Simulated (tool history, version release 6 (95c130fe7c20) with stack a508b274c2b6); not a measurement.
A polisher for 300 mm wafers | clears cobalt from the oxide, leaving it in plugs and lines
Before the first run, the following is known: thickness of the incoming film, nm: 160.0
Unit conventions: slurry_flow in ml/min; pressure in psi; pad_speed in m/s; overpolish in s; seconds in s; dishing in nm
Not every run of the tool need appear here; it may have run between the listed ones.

run	day	slurry_flow	pressure	pad_speed	overpolish	seconds	dishing
1	0.000	155	2.3	0.86	27	36.023	38.567
2	0.296	155	2.7	0.88	21	30.088	39.725
3	0.350	155	2.7	0.88	15	30.151	35.628
4	0.612	155	2.7	1.06	15	25.762	36.157
5	0.767	115	2.7	1.06	15	27.912	36.964
6	0.838	155	2.7	1.06	15	25.683	37.545
7	0.883	170	2.8	1.10	13	23.741	37.197
8	1.017	170	2.9	1.14	11	21.777	35.062
9	1.312	175	3.3	1.16	17	18.813	39.799

Estimate the outcome of run 10 from the log above:
10	1.629	175	3.3	1.16	15	?	?

{"run 10": {"seconds": 18.799, "dishing": 38.613}}
